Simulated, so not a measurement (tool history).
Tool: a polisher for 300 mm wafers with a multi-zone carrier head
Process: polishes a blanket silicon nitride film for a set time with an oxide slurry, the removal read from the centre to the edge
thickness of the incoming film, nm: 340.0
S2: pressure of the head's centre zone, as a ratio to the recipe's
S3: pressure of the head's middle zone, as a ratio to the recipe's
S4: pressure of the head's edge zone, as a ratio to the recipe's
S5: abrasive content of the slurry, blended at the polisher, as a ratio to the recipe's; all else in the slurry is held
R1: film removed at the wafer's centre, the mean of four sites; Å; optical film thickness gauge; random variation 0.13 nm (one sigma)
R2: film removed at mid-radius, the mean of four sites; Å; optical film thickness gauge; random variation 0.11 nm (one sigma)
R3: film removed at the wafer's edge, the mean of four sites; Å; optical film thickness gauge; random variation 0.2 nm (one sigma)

run 1 hour=0 | flow_of_slurry_(ml/min)=180 S2=1 S3=1 S4=1 S5=1 polishing_time_(s)=32 | R1=197.57 R2=194.95 R3=191.72
run 2 hour=1.9 | flow_of_slurry_(ml/min)=180 S2=1 S3=1.04 S4=1 S5=1 polishing_time_(s)=32 | R1=192.98 R2=198.83 R3=191.13
run 3 hour=9 | flow_of_slurry_(ml/min)=180 S2=1 S3=1.07 S4=1 S5=1 polishing_time_(s)=32 | R1=194.59 R2=206.5 R3=196.17
run 4 hour=15.6 | flow_of_slurry_(ml/min)=170 S2=0.99 S3=1.01 S4=1 S5=0.9 polishing_time_(s)=32 | R1=185.26 R2=182.75 R3=185.52
run 5 hour=23.1 | flow_of_slurry_(ml/min)=170 S2=0.99 S3=0.95 S4=1 S5=0.9 polishing_time_(s)=32 | R1=184.73 R2=175.46 R3=180.45
run 6 hour=25.7 | flow_of_slurry_(ml/min)=165 S2=0.98 S3=0.92 S4=0.97 S5=0.8 polishing_time_(s)=32 | R1=170.52 R2=161.57 R3=165.4

The next listed run, before its measurement:
run 7 hour=31.8 | flow_of_slurry_(ml/min)=155 S2=0.98 S3=0.89 S4=0.97 S5=0.75 polishing_time_(s)=32 | R1=? R2=? R3=?

R1: 164.19 Å
R2: 149.55 Å
R3: 166.98 Å
